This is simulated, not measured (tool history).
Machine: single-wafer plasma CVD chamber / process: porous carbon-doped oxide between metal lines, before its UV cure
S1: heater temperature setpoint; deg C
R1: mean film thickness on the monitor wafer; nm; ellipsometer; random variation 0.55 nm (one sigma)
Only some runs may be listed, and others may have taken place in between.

{"run": 1, "hour": 0.0, "S1": 280, "RF power (W)": 615, "deposition time (s)": 16, "R1": 117.61}
{"run": 2, "hour": 7.7, "S1": 275, "RF power (W)": 615, "deposition time (s)": 16, "R1": 122.46}
{"run": 3, "hour": 11.5, "S1": 279, "RF power (W)": 605, "deposition time (s)": 16, "R1": 116.16}
{"run": 4, "hour": 15.1, "S1": 282, "RF power (W)": 600, "deposition time (s)": 16, "R1": 112.44}
{"run": 5, "hour": 22.7, "S1": 274, "RF power (W)": 600, "deposition time (s)": 16, "R1": 120.61}
{"run": 6, "hour": 25.9, "S1": 278, "RF power (W)": 595, "deposition time (s)": 16, "R1": 116.86}
{"run": 7, "hour": 28.6, "S1": 281, "RF power (W)": 590, "deposition time (s)": 16, "R1": 114.21}
{"run": 8, "hour": 36.9, "S1": 284, "RF power (W)": 580, "deposition time (s)": 16, "R1": 109.95}
{"run": 9, "hour": 44.2, "S1": 286, "RF power (W)": 575, "deposition time (s)": 16, "R1": 108.17}
{"run": 10, "hour": 46.3, "S1": 286, "RF power (W)": 575, "deposition time (s)": 16, "R1": 107.75}
{"run": 11, "hour": 49.9, "S1": 288, "RF power (W)": 570, "deposition time (s)": 16, "R1": 104.41}

Predict the results of run 12:
{"run": 12, "hour": 56.9, "S1": 289, "RF power (W)": 570, "deposition time (s)": 16, "R1": "?"}

Run 12 yielded R1 105.4 nm.
